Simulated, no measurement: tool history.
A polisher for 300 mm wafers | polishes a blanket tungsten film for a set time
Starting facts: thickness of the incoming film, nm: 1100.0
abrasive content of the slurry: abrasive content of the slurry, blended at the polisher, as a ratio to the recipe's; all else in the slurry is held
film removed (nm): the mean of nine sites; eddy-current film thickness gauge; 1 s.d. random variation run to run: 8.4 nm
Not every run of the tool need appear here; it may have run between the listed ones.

run	day	flow of slurry (ml/min)	pressure of the wafer on the pad (kPa)	speed of the pad under the wafer (m/s)	abrasive content of the slurry	polishing time (s)	film removed (nm)
1	0	130	21.4	1.16	1	92	408.67
2	0.25	130	17.9	1.16	1	92	350.5
3	0.271	130	21.4	1.18	1	92	423.94
4	0.538	130	23.4	1.18	1	92	465.98
5	0.808	130	23.4	1.18	0.85	92	439.72
6	1.075	130	23.4	1.36	0.85	92	507.48

Forecast run 7:
7	1.221	130	24.1	1.36	0.85	92	?

film removed (nm): 523.48
